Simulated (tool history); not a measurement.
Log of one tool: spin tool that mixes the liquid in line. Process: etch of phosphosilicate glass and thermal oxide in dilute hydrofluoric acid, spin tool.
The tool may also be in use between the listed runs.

| run | hour | temperature setpoint of the liquid (K) | parts of water to one part of 49 % hydrofluoric acid (parts by volume) | time under the liquid (s) | thickness taken off the phosphosilicate glass on a monitor wafer (Å) | thickness taken off the thermal oxide on a monitor wafer (Å) |
|---|---|---|---|---|---|---|
| 1 | 0.0 | 296.15 | 40 | 30 | 689.43 | 34.349 |
| 2 | 4.2 | 296.15 | 40 | 35 | 799.70 | 40.185 |
| 3 | 6.6 | 296.15 | 40 | 45 | 1040.90 | 52.141 |
| 4 | 13.8 | 296.15 | 40 | 35 | 804.69 | 40.432 |
| 5 | 20.0 | 298.15 | 40 | 35 | 884.99 | 43.866 |
| 6 | 26.8 | 298.15 | 50 | 35 | 682.11 | 34.667 |
| 7 | 32.4 | 295.65 | 55 | 35 | 573.36 | 27.982 |

The next listed run, before its measurement:
| 8 | 40.0 | 294.65 | 60 | 35 | ? | ? |

Run 8 gave thickness taken off the phosphosilicate glass on a monitor wafer (Å) 499.74, thickness taken off the thermal oxide on a monitor wafer (Å) 24.658.
